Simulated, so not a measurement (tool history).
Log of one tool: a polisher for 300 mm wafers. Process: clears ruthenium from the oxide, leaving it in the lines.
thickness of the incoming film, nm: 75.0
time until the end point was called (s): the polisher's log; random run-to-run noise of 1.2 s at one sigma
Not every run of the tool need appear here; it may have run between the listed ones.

run  hour  flow of slurry (ml/min)  pressure of the wafer on the pad (kPa)  speed of the pad under the wafer (cm/s)  overpolish time after the end point (s)  time until the end point was called (s)
  1   0.0                      200                                    14.5                                       82                                       42                                   84.859
  2   1.9                      200                                    13.8                                       82                                       42                                   86.528
  3   2.8                      200                                    13.1                                       82                                       42                                   91.358
  4   4.7                      200                                    12.4                                       82                                       42                                   96.301
      6.7  -- slurry nozzle cleaned
  5   6.7                      200                                    12.4                                       82                                       42                                   91.451
  6   7.5                      225                                    12.4                                       82                                       42                                   89.367

Run 7 is up next; what results do you expect?
  7  11.7                      210                                    12.4                                       82                                       42                                        ?

time until the end point was called (s): 88.418
